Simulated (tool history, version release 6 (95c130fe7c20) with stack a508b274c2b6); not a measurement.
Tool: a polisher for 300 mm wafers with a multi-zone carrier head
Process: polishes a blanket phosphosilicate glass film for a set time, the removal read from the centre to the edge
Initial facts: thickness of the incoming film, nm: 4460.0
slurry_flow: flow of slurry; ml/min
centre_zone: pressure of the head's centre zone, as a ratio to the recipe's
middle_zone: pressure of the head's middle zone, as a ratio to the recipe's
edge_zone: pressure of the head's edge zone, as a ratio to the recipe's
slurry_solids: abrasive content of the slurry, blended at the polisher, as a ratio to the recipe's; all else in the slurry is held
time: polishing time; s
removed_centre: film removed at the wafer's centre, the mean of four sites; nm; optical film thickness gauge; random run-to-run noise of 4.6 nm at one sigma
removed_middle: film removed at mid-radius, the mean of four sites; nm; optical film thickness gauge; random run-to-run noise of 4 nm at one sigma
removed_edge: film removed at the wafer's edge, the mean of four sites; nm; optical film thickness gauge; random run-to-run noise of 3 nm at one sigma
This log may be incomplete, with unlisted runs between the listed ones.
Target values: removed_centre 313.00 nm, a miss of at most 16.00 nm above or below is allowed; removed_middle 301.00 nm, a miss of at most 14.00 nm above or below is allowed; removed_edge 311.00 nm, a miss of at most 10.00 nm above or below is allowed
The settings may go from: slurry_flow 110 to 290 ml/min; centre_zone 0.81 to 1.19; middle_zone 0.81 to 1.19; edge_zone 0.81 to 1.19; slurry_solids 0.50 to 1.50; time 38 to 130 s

| run | hour | slurry_flow | centre_zone | middle_zone | edge_zone | slurry_solids | time | removed_centre | removed_middle | removed_edge |
|---|---|---|---|---|---|---|---|---|---|---|
| 1 | 0.0 | 185 | 1.00 | 1.00 | 1.00 | 1.00 | 84 | 512.39 | 509.58 | 505.11 |
| 2 | 7.8 | 185 | 1.00 | 1.00 | 0.95 | 1.00 | 84 | 502.09 | 504.12 | 487.28 |
| 3 | 14.3 | 185 | 1.00 | 0.94 | 0.95 | 1.00 | 84 | 510.51 | 481.23 | 499.56 |
| 4 | 15.9 | 185 | 1.00 | 0.87 | 0.95 | 1.00 | 84 | 500.86 | 466.95 | 491.08 |
| 5 | 19.9 | 180 | 0.99 | 0.86 | 0.92 | 0.85 | 80 | 437.89 | 405.83 | 425.72 |
| 6 | 26.2 | 170 | 0.97 | 0.85 | 0.90 | 0.75 | 78 | 384.00 | 367.25 | 381.55 |
| 7 | 31.2 | 160 | 0.97 | 0.84 | 0.89 | 0.65 | 78 | 350.42 | 331.43 | 353.38 |
| 8 | 39.6 | 150 | 0.97 | 0.84 | 0.87 | 0.60 | 78 | 347.16 | 310.41 | 327.87 |
| 9 | 42.7 | 145 | 0.95 | 0.85 | 0.86 | 0.60 | 78 | 329.69 | 315.70 | 327.59 |
| 10 | 50.8 | 135 | 0.95 | 0.85 | 0.85 | 0.60 | 78 | 321.27 | 305.95 | 321.27 |

Exercise: of the 5 proposed moves below, exactly one satisfies all targets within the stated allowed misses. Which move is it?
| A | 58.9 | 110 | 0.89 | 0.81 | 0.87 | 0.70 | 76 | ? | ? | ? |
| B | 58.9 | 110 | 0.97 | 0.81 | 0.95 | 0.55 | 85 | ? | ? | ? |
| C | 58.9 | 170 | 0.97 | 0.81 | 1.01 | 0.60 | 75 | ? | ? | ? |
| D | 58.9 | 135 | 0.97 | 0.90 | 0.91 | 0.65 | 70 | ? | ? | ? |
| E | 58.9 | 140 | 0.88 | 0.94 | 0.85 | 0.50 | 86 | ? | ? | ? |

| move | removed_centre | removed_middle | removed_edge |
|---|---|---|---|
| A | 297.14 | 295.27 | 330.95 |
| B | 318.24 | 289.80 | 337.90 |
| C | 323.65 | 291.52 | 341.41 |
| D | 301.56 | 292.99 | 307.85 |
| E | 292.63 | 323.02 | 318.77 |
A: further off than the last run
B: further off than the last run
C: further off than the last run
D: meets every target
E: corrects the largest miss of the last run, while another result sits out of spec
D meets every target.

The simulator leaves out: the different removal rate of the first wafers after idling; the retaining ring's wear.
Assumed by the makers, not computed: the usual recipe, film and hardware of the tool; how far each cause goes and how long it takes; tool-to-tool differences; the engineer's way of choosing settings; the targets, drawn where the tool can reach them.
